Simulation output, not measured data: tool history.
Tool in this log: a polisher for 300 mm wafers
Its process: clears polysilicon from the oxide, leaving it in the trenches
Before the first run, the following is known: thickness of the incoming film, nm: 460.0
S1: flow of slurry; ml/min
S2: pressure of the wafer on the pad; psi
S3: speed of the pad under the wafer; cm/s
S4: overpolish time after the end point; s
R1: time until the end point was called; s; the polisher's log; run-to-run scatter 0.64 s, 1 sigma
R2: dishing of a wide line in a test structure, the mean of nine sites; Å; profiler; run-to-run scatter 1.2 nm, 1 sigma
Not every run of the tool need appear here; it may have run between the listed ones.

Run 1, hour 0: S1 250 ml/min, S2 2.1 psi, S3 92 cm/s, S4 28 s. Result: R1 47.937 s, R2 568.14 Å.
Run 2, hour 0.9: S1 250 ml/min, S2 2.1 psi, S3 92 cm/s, S4 21 s. Result: R1 48.312 s, R2 558.86 Å.
Run 3, hour 9.8: S1 250 ml/min, S2 2.2 psi, S3 92 cm/s, S4 19 s. Result: R1 45.831 s, R2 544.61 Å.
Run 4, hour 14.4: S1 250 ml/min, S2 2.2 psi, S3 92 cm/s, S4 10 s. Result: R1 44.91 s, R2 478.33 Å.
Run 5, hour 18.5: S1 250 ml/min, S2 2.2 psi, S3 92 cm/s, S4 8 s. Result: R1 46.773 s, R2 429.88 Å.
Run 6, hour 27: S1 250 ml/min, S2 2.2 psi, S3 92 cm/s, S4 17 s. Result: R1 44.909 s, R2 570.89 Å.
Run 7, hour 28.9: S1 250 ml/min, S2 2.2 psi, S3 94 cm/s, S4 16 s. Result: R1 46.432 s, R2 542.54 Å.
At hour 30.5: head pressure recalibrated.
Run 8, hour 30.5: S1 260 ml/min, S2 2.3 psi, S3 90 cm/s, S4 15 s. Result: R1 49.171 s, R2 510.95 Å.
Run 9, hour 32.2: S1 250 ml/min, S2 2.3 psi, S3 92 cm/s, S4 14 s. Result: R1 49.946 s, R2 530.31 Å.
Run 10, hour 39.6: S1 255 ml/min, S2 2.2 psi, S3 94 cm/s, S4 15 s. Result: R1 51.308 s, R2 520.82 Å.
Run 11, hour 43.2: S1 245 ml/min, S2 2.2 psi, S3 94 cm/s, S4 15 s. Result: R1 49.729 s, R2 509.3 Å.
Run 12, hour 49.9: S1 260 ml/min, S2 2.2 psi, S3 94 cm/s, S4 14 s. Result: R1 49.996 s, R2 517.58 Å.
Run 13, hour 51.3: S1 250 ml/min, S2 2.2 psi, S3 94 cm/s, S4 14 s. Result: R1 50.913 s, R2 514.17 Å.

Forecast run 14:
Run 14, hour 54.5: S1 250 ml/min, S2 2.3 psi, S3 90 cm/s, S4 14 s. Result: R1 ?, R2 ?.

{"run 14": {"R1": 51.983, "R2": 519.37}}

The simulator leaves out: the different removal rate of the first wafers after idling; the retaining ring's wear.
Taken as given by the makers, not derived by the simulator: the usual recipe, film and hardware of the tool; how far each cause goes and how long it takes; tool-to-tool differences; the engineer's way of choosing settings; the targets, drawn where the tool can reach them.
